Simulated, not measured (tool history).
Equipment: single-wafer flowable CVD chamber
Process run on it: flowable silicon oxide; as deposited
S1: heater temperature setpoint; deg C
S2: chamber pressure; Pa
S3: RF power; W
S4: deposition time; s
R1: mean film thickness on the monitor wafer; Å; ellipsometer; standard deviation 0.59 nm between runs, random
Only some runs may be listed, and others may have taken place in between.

run	day	S1	S2	S3	S4	R1
1	0.000	105	112.8	1965	692	4106.8
2	0.317	105	112.8	1965	713	4232.7
3	0.367	105	112.8	2125	713	4315.1
4	0.521	109	112.7	2125	713	3693.3
5	0.754	109	112.7	1935	713	3617.9
6	1.062	112	112.7	1935	713	3259.6

Run 7, settings as shown, results not yet in. Your forecast:
7	1.233	124	112.4	1935	713	?

{"run 7": {"R1": 2176.5}}

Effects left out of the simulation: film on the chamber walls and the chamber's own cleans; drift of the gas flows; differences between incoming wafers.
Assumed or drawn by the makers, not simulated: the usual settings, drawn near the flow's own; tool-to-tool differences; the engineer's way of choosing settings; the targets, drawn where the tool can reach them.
